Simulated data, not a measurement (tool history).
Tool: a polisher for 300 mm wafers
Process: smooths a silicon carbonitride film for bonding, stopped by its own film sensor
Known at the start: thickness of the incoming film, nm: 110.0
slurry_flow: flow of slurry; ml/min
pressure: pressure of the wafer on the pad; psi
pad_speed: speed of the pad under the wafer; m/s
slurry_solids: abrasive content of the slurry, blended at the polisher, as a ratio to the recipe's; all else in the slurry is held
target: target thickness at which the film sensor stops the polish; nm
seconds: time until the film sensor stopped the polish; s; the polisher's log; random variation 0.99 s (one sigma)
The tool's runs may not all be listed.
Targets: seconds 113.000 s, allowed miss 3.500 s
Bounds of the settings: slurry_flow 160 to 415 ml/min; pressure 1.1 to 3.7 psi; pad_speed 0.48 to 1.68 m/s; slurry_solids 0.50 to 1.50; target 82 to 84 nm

run	hour	slurry_flow	pressure	pad_speed	slurry_solids	target	seconds
1	0.0	265	2.4	1.08	1.00	84	100.040
2	7.4	265	2.3	1.08	1.00	84	99.342
3	8.7	300	2.3	1.08	1.00	84	99.468
4	15.1	300	2.3	0.96	1.00	84	108.870
5	15.9	295	2.3	0.96	1.00	84	108.480
6	22.3	295	2.7	0.96	1.00	84	98.076
7	31.1	290	2.6	0.96	1.00	84	102.450
8	39.2	285	2.5	0.96	1.00	84	104.230
# hour 46.9: slurry nozzle cleaned
9	46.9	280	2.4	0.96	1.00	84	102.380

Which of these 5 next moves meets every target?
A	54.6	355	2.5	1.26	0.80	82	?
B	54.6	260	2.2	1.16	1.05	84	?
C	54.6	295	2.6	0.90	1.20	84	?
D	54.6	345	2.0	1.10	1.20	84	?
E	54.6	265	2.1	0.94	1.10	83	?

move	seconds
A	95.593
B	90.594
C	92.997
D	91.223
E	111.490
A: further off than the last run
B: further off than the last run
C: further off than the last run
D: further off than the last run
E: meets every target
Move E is the one to make.
